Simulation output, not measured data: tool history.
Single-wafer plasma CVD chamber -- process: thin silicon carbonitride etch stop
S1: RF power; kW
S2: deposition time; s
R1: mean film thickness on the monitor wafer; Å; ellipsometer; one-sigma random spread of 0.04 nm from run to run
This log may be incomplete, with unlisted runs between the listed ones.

run 1 hour=0.0 | S1=0.170 S2=9.66 | R1=53.698
run 2 hour=6.8 | S1=0.175 S2=9.88 | R1=54.912
run 3 hour=10.2 | S1=0.160 S2=9.88 | R1=54.259
run 4 hour=17.9 | S1=0.170 S2=9.88 | R1=54.833
run 5 hour=21.2 | S1=0.150 S2=9.88 | R1=53.103
run 6 hour=24.8 | S1=0.150 S2=8.82 | R1=47.553
run 7 hour=32.8 | S1=0.155 S2=9.20 | R1=49.785
run 8 hour=34.5 | S1=0.160 S2=9.52 | R1=52.258

Forecast run 9:
run 9 hour=37.9 | S1=0.165 S2=9.80 | R1=?

R1: 53.951 Å

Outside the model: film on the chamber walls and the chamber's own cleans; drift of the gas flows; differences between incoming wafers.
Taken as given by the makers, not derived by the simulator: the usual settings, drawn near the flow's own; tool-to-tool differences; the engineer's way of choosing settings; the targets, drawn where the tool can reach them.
